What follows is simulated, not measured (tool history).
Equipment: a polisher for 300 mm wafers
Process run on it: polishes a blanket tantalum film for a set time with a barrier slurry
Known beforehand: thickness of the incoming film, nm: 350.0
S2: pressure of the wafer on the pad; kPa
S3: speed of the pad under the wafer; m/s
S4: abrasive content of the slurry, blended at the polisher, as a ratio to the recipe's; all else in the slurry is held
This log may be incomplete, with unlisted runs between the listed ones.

{"run": 1, "hour": 0.0, "flow of slurry (ml/min)": 285, "S2": 16.5, "S3": 1.06, "S4": 1.0, "polishing time (s)": 76, "film removed (Å)": 1868.1}
{"run": 2, "hour": 9.0, "flow of slurry (ml/min)": 285, "S2": 16.5, "S3": 1.18, "S4": 1.0, "polishing time (s)": 76, "film removed (Å)": 2027.2}
{"run": 3, "hour": 11.0, "flow of slurry (ml/min)": 285, "S2": 16.5, "S3": 1.18, "S4": 1.1, "polishing time (s)": 76, "film removed (Å)": 2096.3}
{"run": 4, "hour": 17.3, "flow of slurry (ml/min)": 285, "S2": 15.2, "S3": 1.16, "S4": 1.1, "polishing time (s)": 76, "film removed (Å)": 1901.1}
{"run": 5, "hour": 24.6, "flow of slurry (ml/min)": 285, "S2": 14.5, "S3": 1.14, "S4": 1.1, "polishing time (s)": 76, "film removed (Å)": 1850.0}
{"run": 6, "hour": 28.5, "flow of slurry (ml/min)": 285, "S2": 14.5, "S3": 1.14, "S4": 1.1, "polishing time (s)": 76, "film removed (Å)": 1806.3}

Expected results for the next run?
{"run": 7, "hour": 33.8, "flow of slurry (ml/min)": 285, "S2": 10.3, "S3": 1.06, "S4": 1.1, "polishing time (s)": 76, "film removed (Å)": "?"}

Run 7 yielded film removed (Å) 1404.2.
